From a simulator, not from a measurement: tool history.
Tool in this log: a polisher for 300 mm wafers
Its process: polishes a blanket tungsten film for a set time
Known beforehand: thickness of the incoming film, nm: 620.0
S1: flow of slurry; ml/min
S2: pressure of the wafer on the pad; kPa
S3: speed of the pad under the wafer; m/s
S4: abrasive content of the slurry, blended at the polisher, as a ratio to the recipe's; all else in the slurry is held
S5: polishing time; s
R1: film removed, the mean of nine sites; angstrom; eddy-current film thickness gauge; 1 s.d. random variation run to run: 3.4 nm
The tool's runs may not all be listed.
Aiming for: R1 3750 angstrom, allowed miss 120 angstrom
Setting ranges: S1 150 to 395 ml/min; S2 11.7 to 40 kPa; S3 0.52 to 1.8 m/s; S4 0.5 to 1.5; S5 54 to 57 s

Run 1, hour 0: S1 250 ml/min, S2 25.5 kPa, S3 1.16 m/s, S4 1, S5 54 s. Result: R1 2463.9 angstrom.
Run 2, hour 7.4: S1 250 ml/min, S2 25.5 kPa, S3 1.16 m/s, S4 1.1, S5 54 s. Result: R1 2481.8 angstrom.
Run 3, hour 10.8: S1 250 ml/min, S2 25.5 kPa, S3 1.16 m/s, S4 1.1, S5 57 s. Result: R1 2655.9 angstrom.
Run 4, hour 12.7: S1 250 ml/min, S2 25.5 kPa, S3 1.16 m/s, S4 1.1, S5 57 s. Result: R1 2655.1 angstrom.
Run 5, hour 17.3: S1 250 ml/min, S2 25.5 kPa, S3 1.16 m/s, S4 1.1, S5 54 s. Result: R1 2541.5 angstrom.
Run 6, hour 22.4: S1 250 ml/min, S2 22.1 kPa, S3 1.16 m/s, S4 1.1, S5 54 s. Result: R1 2187.1 angstrom.
Run 7, hour 26.9: S1 250 ml/min, S2 26.2 kPa, S3 1.16 m/s, S4 1.1, S5 54 s. Result: R1 2637.8 angstrom.
Run 8, hour 32.1: S1 250 ml/min, S2 28.3 kPa, S3 1.16 m/s, S4 1.1, S5 54 s. Result: R1 2798.3 angstrom.
Run 9, hour 36.7: S1 260 ml/min, S2 35.2 kPa, S3 1.18 m/s, S4 1.1, S5 54 s. Result: R1 3560.9 angstrom.
Run 10, hour 38.2: S1 260 ml/min, S2 35.9 kPa, S3 1.18 m/s, S4 1.1, S5 54 s. Result: R1 3563.9 angstrom.

4 next moves are on the table. One of them brings every result within its allowed miss. Which?
Run A, hour 39.7: S1 290 ml/min, S2 40 kPa, S3 1.02 m/s, S4 1.2, S5 57 s. Result: R1 ?.
Run B, hour 39.7: S1 230 ml/min, S2 34.5 kPa, S3 1.16 m/s, S4 1.15, S5 56 s. Result: R1 ?.
Run C, hour 39.7: S1 250 ml/min, S2 35.2 kPa, S3 1.2 m/s, S4 1.05, S5 54 s. Result: R1 ?.
Run D, hour 39.7: S1 215 ml/min, S2 33.8 kPa, S3 1.46 m/s, S4 1, S5 54 s. Result: R1 ?.

move      R1
   A    3746
   B  3492.3
   C  3491.2
   D    3955
A: each result inside its tolerance
B: its largest miss is bigger than the last run's
C: its largest miss is bigger than the last run's
D: takes the biggest miss from the last run beyond its target
The right move is A.
